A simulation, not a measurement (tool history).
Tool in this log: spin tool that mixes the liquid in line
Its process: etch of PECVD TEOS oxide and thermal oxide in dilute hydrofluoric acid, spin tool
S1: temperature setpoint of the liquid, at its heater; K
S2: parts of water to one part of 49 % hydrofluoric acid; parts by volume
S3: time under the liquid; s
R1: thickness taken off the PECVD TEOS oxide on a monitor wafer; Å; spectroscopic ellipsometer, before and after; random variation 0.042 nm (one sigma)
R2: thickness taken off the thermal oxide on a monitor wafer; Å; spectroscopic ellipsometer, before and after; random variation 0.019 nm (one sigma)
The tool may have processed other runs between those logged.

run	day	S1	S2	S3	R1	R2
1	0	296.15	175	125	99.593	27.843
2	0.283	295.15	185	125	90.009	25.556
3	0.421	295.15	215	125	75.467	21.507
4	0.517	294.15	220	125	69.599	19.77
5	0.55	293.15	225	125	66.486	18.437
6	0.867	293.15	250	125	56.883	16.434
7	1.012	292.65	250	125	56.914	15.764

Expected results for the next run?
8	1.296	293.15	255	125	?	?

Run 8 measured R1 56.278 Å, R2 15.897 Å.
